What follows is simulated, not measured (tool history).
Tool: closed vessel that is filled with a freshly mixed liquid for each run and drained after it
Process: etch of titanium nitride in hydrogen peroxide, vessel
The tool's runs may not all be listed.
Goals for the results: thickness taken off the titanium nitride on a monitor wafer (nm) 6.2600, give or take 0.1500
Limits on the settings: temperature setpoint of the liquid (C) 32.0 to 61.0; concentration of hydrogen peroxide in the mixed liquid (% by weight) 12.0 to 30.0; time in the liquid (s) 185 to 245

| run | hour | temperature setpoint of the liquid (C) | concentration of hydrogen peroxide in the mixed liquid (% by weight) | time in the liquid (s) | thickness taken off the titanium nitride on a monitor wafer (nm) |
|---|---|---|---|---|---|
| 1 | 0.0 | 45.0 | 21.0 | 245 | 4.2787 |
| 2 | 6.9 | 45.0 | 21.0 | 185 | 3.3246 |
| 3 | 10.3 | 45.0 | 21.0 | 245 | 4.3845 |
| 4 | 16.0 | 45.0 | 16.5 | 245 | 4.1116 |
| 5 | 21.2 | 45.0 | 18.0 | 245 | 4.1548 |
| 6 | 25.4 | 45.0 | 16.0 | 245 | 4.1309 |
| 7 | 26.8 | 45.0 | 16.0 | 245 | 4.0286 |
| 8 | 32.7 | 46.5 | 16.0 | 245 | 4.5535 |
| 9 | 35.9 | 51.5 | 16.0 | 245 | 6.5649 |

Next run, 4 choices. One meets every target within its allowed miss, the rest don't. Which?
| A | 39.1 | 54.5 | 14.0 | 205 | ? |
| B | 39.1 | 53.0 | 17.0 | 205 | ? |
| C | 39.1 | 52.0 | 16.0 | 235 | ? |
| D | 39.1 | 50.0 | 15.0 | 245 | ? |

| move | thickness taken off the titanium nitride on a monitor wafer (nm) |
|---|---|
| A | 6.6753 |
| B | 6.2556 |
| C | 6.5935 |
| D | 5.8742 |
A: moves away from the targets compared with the last run
B: all results land within tolerance of their targets
C: moves away from the targets compared with the last run
D: takes the biggest miss from the last run beyond its target
Correct choice: B, which meets every target
